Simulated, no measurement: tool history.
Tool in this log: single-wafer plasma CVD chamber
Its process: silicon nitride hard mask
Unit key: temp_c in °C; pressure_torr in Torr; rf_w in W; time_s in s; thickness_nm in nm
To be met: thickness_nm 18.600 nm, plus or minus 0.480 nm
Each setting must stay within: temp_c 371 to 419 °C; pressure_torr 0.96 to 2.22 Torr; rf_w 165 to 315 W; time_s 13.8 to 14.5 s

run  hour  temp_c  pressure_torr  rf_w  time_s  thickness_nm
  1   0.0     395           1.59   240    14.5        15.990
  2   3.4     395           1.59   240    14.5        15.965
  3   5.3     400           1.59   240    14.5        15.949
  4  12.3     392           1.59   240    14.5        15.940
  5  13.3     392           1.59   240    14.5        16.036
  6  14.2     392           1.70   245    14.5        16.331
  7  15.0     392           1.74   255    14.5        16.826
  8  22.4     392           1.78   265    14.5        17.273

Pick the move, out of 5, that brings all results within their allowed miss; only one does.
  A  29.8     394           1.87   270    14.1             ?
  B  29.8     402           1.64   260    14.0             ?
  C  29.8     391           1.55   240    13.8             ?
  D  29.8     388           1.74   250    13.8             ?
  E  29.8     395           1.85   295    14.5             ?

move  thickness_nm
   A        17.196
   B        16.252
   C        15.183
   D        15.900
   E        18.590
A: the biggest miss grows against the last run
B: the biggest miss grows against the last run
C: the biggest miss grows against the last run
D: the biggest miss grows against the last run
E: in spec on every target
E is the move that brings every result within its allowed miss.
